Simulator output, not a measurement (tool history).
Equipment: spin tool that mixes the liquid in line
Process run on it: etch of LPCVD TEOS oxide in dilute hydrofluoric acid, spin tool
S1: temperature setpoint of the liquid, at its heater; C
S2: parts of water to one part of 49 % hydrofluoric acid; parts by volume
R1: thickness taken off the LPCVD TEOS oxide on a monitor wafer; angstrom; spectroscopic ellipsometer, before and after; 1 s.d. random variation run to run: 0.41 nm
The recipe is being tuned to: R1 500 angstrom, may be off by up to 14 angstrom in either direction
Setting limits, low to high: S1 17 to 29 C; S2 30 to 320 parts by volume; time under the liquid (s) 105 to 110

{"run": 1, "hour": 0.0, "S1": 21, "S2": 175, "time under the liquid (s)": 105, "R1": 239.44}
{"run": 2, "hour": 1.1, "S1": 21, "S2": 125, "time under the liquid (s)": 105, "R1": 351.81}
{"run": 3, "hour": 3.5, "S1": 21, "S2": 150, "time under the liquid (s)": 105, "R1": 286.04}
{"run": 4, "hour": 11.7, "S1": 21, "S2": 150, "time under the liquid (s)": 110, "R1": 297.93}
{"run": 5, "hour": 13.0, "S1": 21, "S2": 195, "time under the liquid (s)": 110, "R1": 219.33}
{"run": 6, "hour": 19.5, "S1": 19.5, "S2": 195, "time under the liquid (s)": 110, "R1": 206.11}
{"run": 7, "hour": 27.5, "S1": 23.5, "S2": 125, "time under the liquid (s)": 110, "R1": 406.95}
{"run": 8, "hour": 35.1, "S1": 24.5, "S2": 125, "time under the liquid (s)": 110, "R1": 420.52}
{"run": 9, "hour": 38.1, "S1": 25, "S2": 125, "time under the liquid (s)": 110, "R1": 432.5}

Exercise: of the 5 proposed moves below, exactly one satisfies all targets within the stated allowed misses. Which move is it?
{"run": "A", "hour": 41.1, "S1": 26.5, "S2": 110, "time under the liquid (s)": 110, "R1": "?"}
{"run": "B", "hour": 41.1, "S1": 27, "S2": 110, "time under the liquid (s)": 110, "R1": "?"}
{"run": "C", "hour": 41.1, "S1": 29, "S2": 125, "time under the liquid (s)": 110, "R1": "?"}
{"run": "D", "hour": 41.1, "S1": 27.5, "S2": 110, "time under the liquid (s)": 110, "R1": "?"}
{"run": "E", "hour": 41.1, "S1": 28, "S2": 160, "time under the liquid (s)": 105, "R1": "?"}

move=A R1=535.12
move=B R1=545.47
move=C R1=507.47
move=D R1=555.98
move=E R1=348.8
A: takes the result that was furthest off past its target
B: takes the result that was furthest off past its target
C: meets every target
D: takes the result that was furthest off past its target
E: its largest miss is bigger than the last run's
The move that meets every target is C.

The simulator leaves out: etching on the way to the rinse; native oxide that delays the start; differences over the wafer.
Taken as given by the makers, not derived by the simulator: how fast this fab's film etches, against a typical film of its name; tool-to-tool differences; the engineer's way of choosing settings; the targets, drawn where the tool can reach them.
